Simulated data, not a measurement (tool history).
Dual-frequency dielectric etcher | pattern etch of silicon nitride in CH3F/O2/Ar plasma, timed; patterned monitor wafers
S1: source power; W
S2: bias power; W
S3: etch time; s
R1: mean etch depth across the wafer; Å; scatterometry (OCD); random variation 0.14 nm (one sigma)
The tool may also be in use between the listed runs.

| run | hour | S1 | S2 | S3 | R1 |
|---|---|---|---|---|---|
| 1 | 0 | 440 | 76 | 45 | 338.35 |
| 2 | 1.1 | 460 | 76 | 45 | 345.01 |
| 3 | 7.4 | 410 | 76 | 45 | 330.46 |
| 4 | 14.5 | 440 | 77 | 45 | 337.69 |
| 5 | 23 | 440 | 77 | 45 | 341.06 |
| 6 | 30.5 | 460 | 77 | 45 | 347.22 |

Forecast run 7:
| 7 | 34.6 | 480 | 77 | 45 | ? |

{"run 7": {"R1": 353.09}}
